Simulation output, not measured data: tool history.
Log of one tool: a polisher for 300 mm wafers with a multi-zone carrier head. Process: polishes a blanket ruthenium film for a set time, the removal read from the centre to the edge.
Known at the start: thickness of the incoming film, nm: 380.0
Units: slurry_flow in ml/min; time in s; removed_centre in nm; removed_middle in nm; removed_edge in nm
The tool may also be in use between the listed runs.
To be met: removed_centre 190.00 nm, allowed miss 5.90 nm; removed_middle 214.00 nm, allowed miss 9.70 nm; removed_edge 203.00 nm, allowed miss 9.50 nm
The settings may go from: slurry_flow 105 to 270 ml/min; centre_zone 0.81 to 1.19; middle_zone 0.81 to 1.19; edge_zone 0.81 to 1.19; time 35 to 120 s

run,hour,slurry_flow,centre_zone,middle_zone,edge_zone,time,removed_centre,removed_middle,removed_edge
1,0.0,175,1.00,1.00,1.00,77,150.29,148.71,158.26
2,8.6,185,1.01,1.05,1.03,81,160.06,168.16,169.12
3,14.7,145,1.01,1.05,1.03,81,150.16,161.03,165.25
4,20.0,145,1.01,1.05,0.98,81,155.41,161.09,161.50
5,28.1,145,1.01,1.05,0.94,81,152.33,157.84,160.29
6,29.7,145,1.01,1.05,1.01,81,153.78,159.48,160.83
7,32.5,165,1.01,1.07,1.02,84,162.24,171.45,171.70
8,40.4,180,1.01,1.09,1.05,86,168.44,181.44,184.60
# hour 44.0: edge zone pressure recalibrated
9,44.0,195,1.02,1.12,1.04,87,176.15,191.54,173.95

Which of these 4 next moves meets every target?
A,47.6,130,0.86,0.98,1.19,101,?,?,?
B,47.6,140,0.92,1.18,1.01,104,?,?,?
C,47.6,165,1.10,1.08,1.06,80,?,?,?
D,47.6,190,0.95,1.07,1.03,101,?,?,?

move,removed_centre,removed_middle,removed_edge
A,156.91,186.20,208.40
B,176.13,228.01,200.24
C,167.60,167.26,161.07
D,187.13,214.37,204.00
A: brings the result that was furthest off to its target, and leaves another outside
B: brings the result that was furthest off to its target, and leaves another outside
C: further off than the last run
D: meets every target
The right move is D.
